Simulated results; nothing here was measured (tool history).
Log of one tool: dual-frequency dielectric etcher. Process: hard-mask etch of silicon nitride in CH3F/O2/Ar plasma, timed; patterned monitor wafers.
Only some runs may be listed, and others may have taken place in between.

run,hour,source power (W),bias power (W),etch time (s),mean etch depth across the wafer (angstrom)
1,0.0,360,59,186.0,1185.1
2,2.2,320,58,186.0,1118.5
3,10.7,380,58,186.0,1198.6
4,18.7,380,58,193.5,1254.5
5,27.0,350,58,193.5,1211.3
6,31.8,400,58,193.5,1286.0
7,36.9,350,55,193.0,1182.2
8,43.2,310,54,193.0,1124.5

What does the tool deliver on the next run?
9,49.9,280,53,193.0,?

Run 9 gave mean etch depth across the wafer (angstrom) 1058.4.
